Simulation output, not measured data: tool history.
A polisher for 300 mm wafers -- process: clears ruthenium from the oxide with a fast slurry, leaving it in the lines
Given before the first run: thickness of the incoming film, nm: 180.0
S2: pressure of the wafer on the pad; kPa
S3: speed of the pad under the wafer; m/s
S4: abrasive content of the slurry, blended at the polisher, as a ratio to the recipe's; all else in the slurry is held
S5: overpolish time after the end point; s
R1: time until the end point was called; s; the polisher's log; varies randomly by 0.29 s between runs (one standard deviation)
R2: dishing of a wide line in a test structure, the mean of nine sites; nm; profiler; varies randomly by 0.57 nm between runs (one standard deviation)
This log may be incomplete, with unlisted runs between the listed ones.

Run 1, day 0: flow of slurry (ml/min) 255, S2 18.6 kPa, S3 1.28 m/s, S4 1, S5 20 s. Result: R1 32.982 s, R2 65.805 nm.
Run 2, day 0.321: flow of slurry (ml/min) 255, S2 18.6 kPa, S3 1.5 m/s, S4 1, S5 20 s. Result: R1 28.675 s, R2 72.251 nm.
Run 3, day 0.362: flow of slurry (ml/min) 255, S2 20 kPa, S3 1.5 m/s, S4 1, S5 17 s. Result: R1 26.256 s, R2 69.427 nm.
Run 4, day 0.412: flow of slurry (ml/min) 210, S2 20 kPa, S3 1.5 m/s, S4 1, S5 17 s. Result: R1 27.093 s, R2 66.813 nm.
Run 5, day 0.442: flow of slurry (ml/min) 210, S2 22.8 kPa, S3 1.5 m/s, S4 1, S5 17 s. Result: R1 24.413 s, R2 72.926 nm.
Run 6, day 0.692: flow of slurry (ml/min) 205, S2 22.8 kPa, S3 1.52 m/s, S4 1, S5 15 s. Result: R1 23.647 s, R2 65.689 nm.
Run 7, day 1.05: flow of slurry (ml/min) 210, S2 22.8 kPa, S3 1.52 m/s, S4 1, S5 14 s. Result: R1 23.642 s, R2 63.443 nm.
Run 8, day 1.279: flow of slurry (ml/min) 215, S2 23.4 kPa, S3 1.52 m/s, S4 1, S5 13 s. Result: R1 23.225 s, R2 62.621 nm.
Run 9, day 1.467: flow of slurry (ml/min) 215, S2 25.5 kPa, S3 1.54 m/s, S4 1, S5 6 s. Result: R1 20.917 s, R2 37.172 nm.

Run 10 is up next; what results do you expect?
Run 10, day 1.658: flow of slurry (ml/min) 205, S2 24.8 kPa, S3 1.58 m/s, S4 1, S5 7 s. Result: R1 ?, R2 ?.

{"run 10": {"R1": 21.164, "R2": 41.415}}

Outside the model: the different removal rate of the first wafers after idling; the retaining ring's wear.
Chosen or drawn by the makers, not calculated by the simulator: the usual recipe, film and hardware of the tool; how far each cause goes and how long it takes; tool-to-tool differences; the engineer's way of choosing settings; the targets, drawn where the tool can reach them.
